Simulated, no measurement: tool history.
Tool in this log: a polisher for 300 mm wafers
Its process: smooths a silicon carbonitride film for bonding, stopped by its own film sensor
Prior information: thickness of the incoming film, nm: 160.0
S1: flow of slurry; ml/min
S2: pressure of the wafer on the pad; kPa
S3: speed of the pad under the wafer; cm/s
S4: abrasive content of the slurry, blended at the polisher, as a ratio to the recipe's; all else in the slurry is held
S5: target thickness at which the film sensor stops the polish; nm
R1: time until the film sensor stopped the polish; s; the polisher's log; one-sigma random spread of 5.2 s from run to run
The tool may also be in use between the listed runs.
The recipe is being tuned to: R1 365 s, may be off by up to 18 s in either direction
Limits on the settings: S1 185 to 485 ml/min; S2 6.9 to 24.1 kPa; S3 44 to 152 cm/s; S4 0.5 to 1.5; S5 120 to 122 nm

Run 1, hour 0: S1 310 ml/min, S2 15.2 kPa, S3 98 cm/s, S4 1, S5 122 nm. Result: R1 146.46 s.
Run 2, hour 5.7: S1 280 ml/min, S2 15.2 kPa, S3 98 cm/s, S4 1, S5 122 nm. Result: R1 146.51 s.
Run 3, hour 8.7: S1 280 ml/min, S2 18.6 kPa, S3 98 cm/s, S4 1, S5 122 nm. Result: R1 123.53 s.
Run 4, hour 12.3: S1 280 ml/min, S2 18.6 kPa, S3 114 cm/s, S4 1, S5 122 nm. Result: R1 111.05 s.
Run 5, hour 16.2: S1 230 ml/min, S2 18.6 kPa, S3 114 cm/s, S4 1, S5 122 nm. Result: R1 111.71 s.
Run 6, hour 24.3: S1 230 ml/min, S2 16.5 kPa, S3 100 cm/s, S4 0.95, S5 122 nm. Result: R1 138.21 s.
Run 7, hour 32.3: S1 230 ml/min, S2 15.2 kPa, S3 90 cm/s, S4 0.9, S5 122 nm. Result: R1 171.66 s.
Run 8, hour 36.2: S1 230 ml/min, S2 11 kPa, S3 66 cm/s, S4 0.85, S5 122 nm. Result: R1 283.5 s.
Run 9, hour 44.8: S1 230 ml/min, S2 10.3 kPa, S3 66 cm/s, S4 0.85, S5 122 nm. Result: R1 307.36 s.
Run 10, hour 50.2: S1 230 ml/min, S2 9.7 kPa, S3 66 cm/s, S4 0.85, S5 122 nm. Result: R1 318.18 s.
Run 11, hour 55.7: S1 230 ml/min, S2 9.7 kPa, S3 66 cm/s, S4 0.85, S5 122 nm. Result: R1 323.76 s.
Run 12, hour 57.8: S1 230 ml/min, S2 9 kPa, S3 66 cm/s, S4 0.85, S5 122 nm. Result: R1 337.65 s.

Next run, 5 choices. One meets every target within its allowed miss, the rest don't. Which?
Run A, hour 59.9: S1 230 ml/min, S2 11 kPa, S3 54 cm/s, S4 1, S5 120 nm. Result: R1 ?.
Run B, hour 59.9: S1 185 ml/min, S2 7.6 kPa, S3 90 cm/s, S4 0.85, S5 120 nm. Result: R1 ?.
Run C, hour 59.9: S1 265 ml/min, S2 9 kPa, S3 72 cm/s, S4 0.85, S5 120 nm. Result: R1 ?.
Run D, hour 59.9: S1 280 ml/min, S2 9 kPa, S3 66 cm/s, S4 0.85, S5 122 nm. Result: R1 ?.
Run E, hour 59.9: S1 245 ml/min, S2 6.9 kPa, S3 72 cm/s, S4 0.9, S5 121 nm. Result: R1 ?.

move      R1
   A  333.63
   B  325.28
   C   327.9
   D  331.91
   E  377.12
A: misses by more than the last run did
B: misses by more than the last run did
C: misses by more than the last run did
D: misses by more than the last run did
E: all results land within tolerance of their targets
Correct choice: E, which meets every target
